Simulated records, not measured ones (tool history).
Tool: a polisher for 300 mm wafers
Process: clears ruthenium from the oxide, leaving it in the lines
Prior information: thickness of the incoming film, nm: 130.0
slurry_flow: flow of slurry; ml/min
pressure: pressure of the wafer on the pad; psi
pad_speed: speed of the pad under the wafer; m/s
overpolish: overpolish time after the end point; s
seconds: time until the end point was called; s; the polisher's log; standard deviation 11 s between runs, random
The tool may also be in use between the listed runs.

run,hour,slurry_flow,pressure,pad_speed,overpolish,seconds
1,0,215,1.4,1,9,191.16
2,0.8,215,1.3,0.94,9,215.65
3,3.7,205,1.2,0.88,9,250.06
4,4.7,205,1.2,0.88,9,248.6
5,10,200,1.1,0.84,9,286.13
6,12.2,200,1,0.8,9,327.38
7,15.5,200,1,0.78,9,326.81
8,22.1,200,1,0.74,9,347.98
9,23,200,1,0.72,9,361.67
10,29.7,200,1,0.7,9,370.39
11,35.4,200,1,0.68,9,375.2
12,38.5,200,1,0.66,9,386.42
13,42.2,200,1,0.64,9,394.1

Forecast run 14:
14,45,200,1,0.62,9,?

Run 14 came out at seconds 402.57 s.
